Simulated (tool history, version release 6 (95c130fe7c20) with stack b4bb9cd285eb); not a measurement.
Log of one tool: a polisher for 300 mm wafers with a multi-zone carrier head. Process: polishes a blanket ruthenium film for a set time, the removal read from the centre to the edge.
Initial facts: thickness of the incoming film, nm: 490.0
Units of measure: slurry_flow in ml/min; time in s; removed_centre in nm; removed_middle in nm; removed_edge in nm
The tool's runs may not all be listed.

run	hour	slurry_flow	centre_zone	middle_zone	edge_zone	time	removed_centre	removed_middle	removed_edge
1	0.0	285	1.00	1.00	1.00	43	32.531	32.367	31.681
2	2.8	285	1.00	1.00	1.04	43	31.634	32.082	32.060
3	7.5	290	0.99	1.03	1.07	47	34.033	36.317	36.047
4	12.9	300	0.99	1.06	1.10	49	36.202	38.510	37.805
5	17.4	300	0.99	1.14	1.10	49	36.614	40.690	37.679
6	19.9	305	0.97	1.15	1.12	51	38.432	43.137	39.827
7	25.2	305	0.94	1.15	1.14	53	37.183	43.970	42.308
8	30.7	310	0.93	1.16	1.14	54	39.376	46.677	42.794
9	33.2	310	0.93	1.16	1.14	54	39.060	45.458	42.537
10	38.8	305	0.91	1.17	1.15	55	37.263	47.491	44.437
11	43.3	310	0.91	1.17	1.16	56	38.452	48.830	45.021

Run 12, settings as shown, results not yet in. Your forecast:
12	52.0	315	0.92	1.16	1.17	56	?	?	?

{"run 12": {"removed_centre": 40.138, "removed_middle": 49.096, "removed_edge": 44.744}}

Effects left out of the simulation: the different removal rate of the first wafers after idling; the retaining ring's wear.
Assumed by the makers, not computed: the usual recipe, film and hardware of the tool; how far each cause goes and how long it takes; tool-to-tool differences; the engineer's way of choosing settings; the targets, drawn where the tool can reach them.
